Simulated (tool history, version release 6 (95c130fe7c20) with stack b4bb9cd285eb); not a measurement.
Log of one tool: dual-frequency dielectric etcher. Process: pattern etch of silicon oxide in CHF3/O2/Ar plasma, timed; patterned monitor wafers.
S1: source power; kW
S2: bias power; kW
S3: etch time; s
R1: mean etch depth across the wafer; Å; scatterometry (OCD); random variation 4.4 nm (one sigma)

| run | hour | S1 | S2 | S3 | R1 |
|---|---|---|---|---|---|
| 1 | 0 | 0.48 | 0.191 | 513 | 9369.7 |
| 2 | 0.8 | 0.54 | 0.191 | 513 | 9694.8 |
| 3 | 9.6 | 0.58 | 0.191 | 513 | 9905.4 |
| 4 | 13.6 | 0.58 | 0.191 | 513 | 9878.1 |
| 5 | 19.8 | 0.61 | 0.191 | 513 | 10043 |
| 6 | 25.4 | 0.61 | 0.162 | 513 | 9502.1 |
| 7 | 34.2 | 0.58 | 0.153 | 513 | 9378.6 |
| 8 | 43.2 | 0.58 | 0.153 | 513 | 9154.6 |
| 9 | 52.1 | 0.48 | 0.124 | 513 | 8227.4 |
| 10 | 53.7 | 0.47 | 0.122 | 513 | 8187.6 |

The next listed run, before its measurement:
| 11 | 61 | 0.46 | 0.121 | 513 | ? |

{"run 11": {"R1": 8072.4}}
